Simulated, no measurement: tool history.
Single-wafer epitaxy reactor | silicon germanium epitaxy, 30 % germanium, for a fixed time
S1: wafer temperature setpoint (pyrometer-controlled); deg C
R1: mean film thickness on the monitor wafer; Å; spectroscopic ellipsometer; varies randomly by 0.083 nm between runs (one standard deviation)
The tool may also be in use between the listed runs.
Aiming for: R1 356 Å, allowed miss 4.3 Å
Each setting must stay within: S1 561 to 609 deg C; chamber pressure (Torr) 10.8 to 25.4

Run 1, hour 0: S1 585 deg C, chamber pressure (Torr) 18.1. Result: R1 431.82 Å.
Run 2, hour 2.7: S1 585 deg C, chamber pressure (Torr) 16.8. Result: R1 421.89 Å.
Run 3, hour 4.8: S1 582 deg C, chamber pressure (Torr) 16.8. Result: R1 400.53 Å.
Run 4, hour 11.8: S1 580 deg C, chamber pressure (Torr) 16.8. Result: R1 386.77 Å.
Run 5, hour 16.2: S1 578 deg C, chamber pressure (Torr) 16.8. Result: R1 375.73 Å.
Run 6, hour 24: S1 568 deg C, chamber pressure (Torr) 16.8. Result: R1 315.6 Å.
Run 7, hour 33: S1 570 deg C, chamber pressure (Torr) 16.8. Result: R1 325.54 Å.
Run 8, hour 37.4: S1 572 deg C, chamber pressure (Torr) 16.8. Result: R1 338.14 Å.
Run 9, hour 45.4: S1 573 deg C, chamber pressure (Torr) 16.8. Result: R1 344.78 Å.

Exactly one of the 5 candidate moves below puts every result within its allowed miss. Which one?
Run A, hour 53.4: S1 573 deg C, chamber pressure (Torr) 16.9. Result: R1 ?.
Run B, hour 53.4: S1 575 deg C, chamber pressure (Torr) 15.7. Result: R1 ?.
Run C, hour 53.4: S1 573 deg C, chamber pressure (Torr) 17.5. Result: R1 ?.
Run D, hour 53.4: S1 570 deg C, chamber pressure (Torr) 20.1. Result: R1 ?.
Run E, hour 53.4: S1 579 deg C, chamber pressure (Torr) 13.6. Result: R1 ?.

move      R1
   A  345.57
   B  348.73
   C  349.72
   D  348.51
   E  355.73
A: nearer than the last run, and not there yet
B: nearer than the last run, and not there yet
C: nearer than the last run, and not there yet
D: nearer than the last run, and not there yet
E: all results in spec
Answer: E
